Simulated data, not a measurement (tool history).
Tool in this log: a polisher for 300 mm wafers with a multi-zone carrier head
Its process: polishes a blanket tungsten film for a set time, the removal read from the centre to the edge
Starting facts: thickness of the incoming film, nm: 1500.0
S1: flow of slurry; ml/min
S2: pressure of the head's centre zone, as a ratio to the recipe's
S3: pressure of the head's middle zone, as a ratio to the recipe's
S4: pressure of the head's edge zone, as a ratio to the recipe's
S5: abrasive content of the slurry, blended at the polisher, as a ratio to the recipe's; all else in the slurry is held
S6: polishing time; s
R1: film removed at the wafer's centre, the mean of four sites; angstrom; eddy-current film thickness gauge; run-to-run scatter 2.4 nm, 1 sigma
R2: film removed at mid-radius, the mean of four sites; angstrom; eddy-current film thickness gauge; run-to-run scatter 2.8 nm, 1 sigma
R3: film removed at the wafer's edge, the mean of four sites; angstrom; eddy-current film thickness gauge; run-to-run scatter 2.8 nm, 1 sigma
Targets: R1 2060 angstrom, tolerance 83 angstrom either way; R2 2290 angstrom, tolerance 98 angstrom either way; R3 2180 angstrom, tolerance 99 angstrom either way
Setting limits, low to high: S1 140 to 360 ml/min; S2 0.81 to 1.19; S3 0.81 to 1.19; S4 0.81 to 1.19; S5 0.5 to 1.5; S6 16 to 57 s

{"run": 1, "hour": 0.0, "S1": 230, "S2": 1, "S3": 1, "S4": 1, "S5": 1, "S6": 36, "R1": 1879.4, "R2": 1817.7, "R3": 1840.7}
{"run": 2, "hour": 7.0, "S1": 230, "S2": 0.95, "S3": 1, "S4": 1, "S5": 1, "S6": 36, "R1": 1759.2, "R2": 1834.8, "R3": 1851.6}
{"run": 3, "hour": 12.0, "S1": 260, "S2": 0.95, "S3": 1, "S4": 1, "S5": 1, "S6": 36, "R1": 1808.1, "R2": 1869.1, "R3": 1892.8}
{"run": 4, "hour": 16.6, "S1": 260, "S2": 0.89, "S3": 1, "S4": 1, "S5": 1, "S6": 36, "R1": 1711.4, "R2": 1891.3, "R3": 1866.4}
{"run": 5, "hour": 18.7, "S1": 260, "S2": 0.89, "S3": 1, "S4": 1, "S5": 1, "S6": 40, "R1": 1896.3, "R2": 2132.1, "R3": 2075.7}
{"run": 6, "hour": 25.2, "S1": 270, "S2": 0.9, "S3": 1.01, "S4": 1, "S5": 1, "S6": 40, "R1": 1899.4, "R2": 2078.9, "R3": 2042.4}
{"run": 7, "hour": 27.8, "S1": 270, "S2": 0.9, "S3": 1.02, "S4": 1, "S5": 1.05, "S6": 40, "R1": 1925.3, "R2": 2216.6, "R3": 2103.6}
{"run": 8, "hour": 33.3, "S1": 275, "S2": 0.91, "S3": 1.02, "S4": 1, "S5": 1.05, "S6": 40, "R1": 1932.7, "R2": 2183.9, "R3": 2078.5}

Which single option among these 5 for the next run brings every result within its allowed miss of target? Just one does.
{"run": "A", "hour": 38.8, "S1": 275, "S2": 0.92, "S3": 1.02, "S4": 1, "S5": 1.45, "S6": 38, "R1": "?", "R2": "?", "R3": "?"}
{"run": "B", "hour": 38.8, "S1": 265, "S2": 0.94, "S3": 1.01, "S4": 1.06, "S5": 1, "S6": 40, "R1": "?", "R2": "?", "R3": "?"}
{"run": "C", "hour": 38.8, "S1": 355, "S2": 1.05, "S3": 1.06, "S4": 0.97, "S5": 1, "S6": 38, "R1": "?", "R2": "?", "R3": "?"}
{"run": "D", "hour": 38.8, "S1": 180, "S2": 0.81, "S3": 0.95, "S4": 1.07, "S5": 0.9, "S6": 45, "R1": "?", "R2": "?", "R3": "?"}
{"run": "E", "hour": 38.8, "S1": 225, "S2": 0.92, "S3": 0.87, "S4": 1.1, "S5": 1.15, "S6": 42, "R1": "?", "R2": "?", "R3": "?"}

move=A R1=2042.3 R2=2251.6 R3=2238.9
move=B R1=1940.9 R2=2077.2 R3=2146
move=C R1=2129.9 R2=2116.3 R3=1995.6
move=D R1=1699.7 R2=2022.8 R3=2243.7
move=E R1=2037.3 R2=1973.6 R3=2369.5
A: in spec on every target
B: moves away from the targets compared with the last run
C: brings the last run's worst result on target, with another outside its allowed miss
D: moves away from the targets compared with the last run
E: brings the last run's worst result on target, with another outside its allowed miss
The move that meets every target is A.
